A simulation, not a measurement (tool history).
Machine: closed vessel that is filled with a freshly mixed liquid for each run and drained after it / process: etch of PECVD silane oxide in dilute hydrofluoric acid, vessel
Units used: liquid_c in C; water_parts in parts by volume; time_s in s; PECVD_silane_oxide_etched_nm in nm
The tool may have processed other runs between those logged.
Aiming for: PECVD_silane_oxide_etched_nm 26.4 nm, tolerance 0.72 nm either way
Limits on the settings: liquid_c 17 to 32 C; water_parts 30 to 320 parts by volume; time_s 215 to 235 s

| run | day | liquid_c | water_parts | time_s | PECVD_silane_oxide_etched_nm |
|---|---|---|---|---|---|
| 1 | 0 | 24 | 175 | 215 | 18.89 |
| 2 | 0.125 | 27 | 175 | 215 | 21.109 |
| 3 | 0.479 | 24 | 175 | 215 | 18.607 |
| 4 | 0.679 | 25 | 175 | 215 | 19.505 |
| 5 | 0.988 | 25 | 240 | 215 | 13.126 |
| 6 | 1.104 | 26 | 230 | 215 | 14.441 |
| 7 | 1.154 | 27 | 220 | 215 | 15.942 |
| 8 | 1.496 | 27.5 | 210 | 215 | 16.997 |
| 9 | 1.833 | 28 | 200 | 215 | 18.39 |
| 10 | 2.021 | 28.5 | 195 | 215 | 19.632 |
| 11 | 2.312 | 29 | 190 | 215 | 20.422 |
| 12 | 2.617 | 29 | 190 | 215 | 20.353 |
| 13 | 2.758 | 29.5 | 185 | 215 | 21.405 |
| 14 | 2.842 | 30 | 180 | 215 | 22.524 |
| 15 | 2.871 | 30.5 | 180 | 215 | 23.052 |
| 16 | 3.246 | 31.5 | 170 | 215 | 25.515 |

Next run, 5 choices. One meets every target within its allowed miss, the rest don't. Which?
| A | 3.621 | 32 | 180 | 235 | ? |
| B | 3.621 | 32 | 180 | 215 | ? |
| C | 3.621 | 32 | 175 | 215 | ? |
| D | 3.621 | 32 | 190 | 235 | ? |
| E | 3.621 | 31.5 | 175 | 215 | ? |

| move | PECVD_silane_oxide_etched_nm |
|---|---|
| A | 26.483 |
| B | 24.229 |
| C | 25.086 |
| D | 24.763 |
| E | 24.656 |
A: each result inside its tolerance
B: its largest miss is bigger than the last run's
C: its largest miss is bigger than the last run's
D: its largest miss is bigger than the last run's
E: its largest miss is bigger than the last run's
So the answer is move A, the one that meets all the targets.
